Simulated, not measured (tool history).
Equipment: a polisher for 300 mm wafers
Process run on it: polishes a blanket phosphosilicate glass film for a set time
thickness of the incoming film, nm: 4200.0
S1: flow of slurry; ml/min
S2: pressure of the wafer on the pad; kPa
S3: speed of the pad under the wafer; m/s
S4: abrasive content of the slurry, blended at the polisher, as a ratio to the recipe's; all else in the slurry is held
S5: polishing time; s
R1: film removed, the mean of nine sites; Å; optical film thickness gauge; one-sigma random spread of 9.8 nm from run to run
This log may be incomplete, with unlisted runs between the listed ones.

{"run": 1, "hour": 0.0, "S1": 230, "S2": 20.0, "S3": 1.06, "S4": 1.0, "S5": 93, "R1": 8171.4}
{"run": 2, "hour": 2.8, "S1": 230, "S2": 20.7, "S3": 1.06, "S4": 1.0, "S5": 93, "R1": 8283.5}
{"run": 3, "hour": 9.8, "S1": 275, "S2": 20.7, "S3": 1.06, "S4": 1.0, "S5": 93, "R1": 8625.3}
{"run": 4, "hour": 15.3, "S1": 275, "S2": 22.8, "S3": 1.06, "S4": 1.0, "S5": 93, "R1": 9384.6}
{"run": 5, "hour": 22.4, "S1": 300, "S2": 22.8, "S3": 1.06, "S4": 1.0, "S5": 93, "R1": 9275.4}
{"run": 6, "hour": 30.7, "S1": 300, "S2": 17.9, "S3": 1.06, "S4": 1.0, "S5": 93, "R1": 7361.9}
{"run": 7, "hour": 39.4, "S1": 300, "S2": 18.6, "S3": 1.06, "S4": 1.0, "S5": 93, "R1": 7705.6}
{"run": 8, "hour": 40.3, "S1": 300, "S2": 19.3, "S3": 1.06, "S4": 1.0, "S5": 93, "R1": 7833.9}

Run 9 comes next. What will it give?
{"run": 9, "hour": 40.9, "S1": 300, "S2": 19.3, "S3": 1.06, "S4": 1.0, "S5": 93, "R1": "?"}

Run 9 produced R1 7802.1 Å.
